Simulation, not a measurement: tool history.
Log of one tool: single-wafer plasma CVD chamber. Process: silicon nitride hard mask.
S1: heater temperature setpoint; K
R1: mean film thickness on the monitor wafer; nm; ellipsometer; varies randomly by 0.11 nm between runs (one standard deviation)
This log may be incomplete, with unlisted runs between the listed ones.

{"run": 1, "hour": 0.0, "S1": 693.15, "chamber pressure (Pa)": 240, "RF power (kW)": 0.345, "deposition time (s)": 46.6, "R1": 63.638}
{"run": 2, "hour": 8.4, "S1": 693.15, "chamber pressure (Pa)": 224, "RF power (kW)": 0.325, "deposition time (s)": 46.3, "R1": 58.51}
{"run": 3, "hour": 16.4, "S1": 693.15, "chamber pressure (Pa)": 224, "RF power (kW)": 0.325, "deposition time (s)": 46.6, "R1": 59.064}
{"run": 4, "hour": 22.0, "S1": 693.15, "chamber pressure (Pa)": 209, "RF power (kW)": 0.315, "deposition time (s)": 46.5, "R1": 55.879}
{"run": 5, "hour": 25.3, "S1": 693.15, "chamber pressure (Pa)": 209, "RF power (kW)": 0.315, "deposition time (s)": 44.2, "R1": 53.229}
{"run": 6, "hour": 28.2, "S1": 693.15, "chamber pressure (Pa)": 209, "RF power (kW)": 0.315, "deposition time (s)": 44.2, "R1": 52.972}
{"run": 7, "hour": 29.3, "S1": 693.15, "chamber pressure (Pa)": 200, "RF power (kW)": 0.315, "deposition time (s)": 44.2, "R1": 52.262}
{"run": 8, "hour": 30.1, "S1": 693.15, "chamber pressure (Pa)": 192, "RF power (kW)": 0.315, "deposition time (s)": 44.2, "R1": 51.467}
{"run": 9, "hour": 38.1, "S1": 693.15, "chamber pressure (Pa)": 151, "RF power (kW)": 0.305, "deposition time (s)": 44.2, "R1": 44.904}
{"run": 10, "hour": 38.9, "S1": 693.15, "chamber pressure (Pa)": 183, "RF power (kW)": 0.31, "deposition time (s)": 44.2, "R1": 49.849}

Expected results for the next run?
{"run": 11, "hour": 46.8, "S1": 693.15, "chamber pressure (Pa)": 180, "RF power (kW)": 0.31, "deposition time (s)": 44.2, "R1": "?"}

Run 11 produced R1 49.483 nm.
